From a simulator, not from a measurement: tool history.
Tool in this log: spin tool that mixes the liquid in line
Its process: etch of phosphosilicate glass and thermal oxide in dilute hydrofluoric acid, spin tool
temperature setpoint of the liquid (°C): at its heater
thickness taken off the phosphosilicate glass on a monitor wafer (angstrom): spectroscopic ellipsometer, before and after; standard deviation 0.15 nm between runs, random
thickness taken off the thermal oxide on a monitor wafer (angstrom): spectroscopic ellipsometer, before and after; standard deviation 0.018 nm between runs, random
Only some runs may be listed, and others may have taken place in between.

run	day	temperature setpoint of the liquid (°C)	parts of water to one part of 49 % hydrofluoric acid (parts by volume)	time under the liquid (s)	thickness taken off the phosphosilicate glass on a monitor wafer (angstrom)	thickness taken off the thermal oxide on a monitor wafer (angstrom)
1	0	26	115	30	443.01	14.851
2	0.346	26	145	30	339.38	10.617
3	0.479	26	145	25	280.81	8.8421
4	0.783	29	145	25	314.25	9.9582
5	0.879	29	145	30	375.31	12.671
6	1.204	26.5	150	30	333.11	10.873
7	1.396	24	155	30	289.31	9.4361

Run 8 comes next. What will it give?
8	1.425	22	155	30	?	?

thickness taken off the phosphosilicate glass on a monitor wafer (angstrom): 266.92
thickness taken off the thermal oxide on a monitor wafer (angstrom): 8.5182
